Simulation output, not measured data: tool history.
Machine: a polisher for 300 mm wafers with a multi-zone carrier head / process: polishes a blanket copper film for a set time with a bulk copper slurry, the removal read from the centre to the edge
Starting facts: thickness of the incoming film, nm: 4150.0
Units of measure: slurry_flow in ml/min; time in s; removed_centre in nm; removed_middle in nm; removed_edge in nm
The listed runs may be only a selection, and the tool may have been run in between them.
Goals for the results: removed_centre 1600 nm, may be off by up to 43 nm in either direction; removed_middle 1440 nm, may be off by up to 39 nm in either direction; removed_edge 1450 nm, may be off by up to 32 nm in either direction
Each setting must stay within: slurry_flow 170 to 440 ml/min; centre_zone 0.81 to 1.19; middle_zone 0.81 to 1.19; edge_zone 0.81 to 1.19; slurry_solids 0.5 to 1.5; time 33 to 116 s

run,hour,slurry_flow,centre_zone,middle_zone,edge_zone,slurry_solids,time,removed_centre,removed_middle,removed_edge
1,0,280,1,1,1,1,74,941.37,1046.1,1021.8
2,4.7,315,1,1,1,1,74,938.86,1044.3,1019.6
3,8.8,315,1,1,0.95,1,74,936.47,1048.5,1009.3
4,15.3,315,1.05,1,0.98,1.15,79,1096.5,1153.9,1133.2
5,18.3,315,1.05,1,1.06,1.15,79,1095.3,1168.3,1192.9
6,22.2,315,1.05,1,1.06,1.15,92,1292.3,1349.5,1374.9
7,22.8,320,1.09,1,1.04,1.2,92,1346.6,1393.8,1378
8,25.4,330,1.12,0.98,1.02,1.25,93,1426.9,1405.1,1402.6
9,33.6,340,1.14,0.97,1.01,1.3,93,1475.5,1389.2,1404.8
10,35.1,350,1.15,0.97,1.01,1.3,93,1475.6,1404.2,1429.2

4 next moves are on the table. One of them brings every result within its allowed miss. Which?
A,36.6,390,1.09,0.94,1.05,1.5,93,?,?,?
B,36.6,340,1.15,1.05,0.92,1.3,94,?,?,?
C,36.6,355,1.11,0.99,1.06,1.35,98,?,?,?
D,36.6,275,1.19,0.96,0.98,1.4,96,?,?,?

move,removed_centre,removed_middle,removed_edge
A,1482.1,1446,1507.1
B,1503.7,1521.4,1360
C,1533.3,1532.2,1539.2
D,1601.2,1456.3,1450.1
A: moves toward the targets from the last run without getting all of them in spec
B: neither nearer nor further off than the last run
C: neither nearer nor further off than the last run
D: each result inside its tolerance
D meets every target.
